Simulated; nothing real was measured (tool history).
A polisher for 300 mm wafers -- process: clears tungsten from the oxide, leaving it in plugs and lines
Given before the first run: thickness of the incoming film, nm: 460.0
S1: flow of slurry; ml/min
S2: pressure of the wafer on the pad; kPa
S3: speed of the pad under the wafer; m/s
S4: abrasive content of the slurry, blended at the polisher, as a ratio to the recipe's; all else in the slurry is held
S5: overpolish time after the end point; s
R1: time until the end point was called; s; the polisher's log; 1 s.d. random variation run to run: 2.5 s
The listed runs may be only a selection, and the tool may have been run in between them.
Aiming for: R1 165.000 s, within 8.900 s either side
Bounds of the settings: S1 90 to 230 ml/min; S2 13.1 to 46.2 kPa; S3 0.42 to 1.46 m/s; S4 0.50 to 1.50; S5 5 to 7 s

| run | hour | S1 | S2 | S3 | S4 | S5 | R1 |
|---|---|---|---|---|---|---|---|
| 1 | 0.0 | 150 | 29.6 | 0.94 | 1.00 | 7 | 90.247 |
| 2 | 0.8 | 150 | 29.6 | 0.94 | 1.10 | 7 | 86.986 |
| 3 | 6.3 | 150 | 29.6 | 0.94 | 1.10 | 5 | 89.603 |
| 4 | 7.1 | 150 | 26.2 | 0.92 | 1.10 | 5 | 101.920 |
| 5 | 15.7 | 150 | 26.2 | 0.92 | 1.10 | 5 | 101.620 |
| 6 | 21.1 | 150 | 33.1 | 0.92 | 1.10 | 5 | 83.368 |
| 7 | 29.9 | 150 | 29.0 | 0.90 | 1.10 | 5 | 95.903 |
| 8 | 36.7 | 150 | 25.5 | 0.88 | 1.10 | 5 | 110.930 |
| 9 | 40.4 | 150 | 22.8 | 0.88 | 1.10 | 5 | 119.540 |
| 10 | 42.3 | 150 | 20.7 | 0.88 | 1.10 | 5 | 132.530 |
| 11 | 48.0 | 150 | 19.3 | 0.88 | 1.10 | 5 | 141.040 |
| 12 | 56.2 | 150 | 18.6 | 0.88 | 1.10 | 5 | 139.320 |
| 13 | 58.2 | 150 | 17.9 | 0.88 | 1.10 | 5 | 148.310 |

Next run, 4 choices. One meets every target within its allowed miss, the rest don't. Which?
| A | 60.2 | 145 | 17.9 | 0.88 | 1.20 | 5 | ? |
| B | 60.2 | 135 | 20.0 | 0.94 | 1.05 | 5 | ? |
| C | 60.2 | 125 | 13.1 | 1.16 | 1.05 | 5 | ? |
| D | 60.2 | 130 | 16.5 | 0.78 | 1.15 | 7 | ? |

| move | R1 |
|---|---|
| A | 144.680 |
| B | 128.730 |
| C | 158.090 |
| D | 176.850 |
A: misses by more than the last run did
B: misses by more than the last run did
C: hits every target within its allowed miss
D: the result that was furthest off in the last run now lies on the other side of its target
Correct choice: C, which meets every target
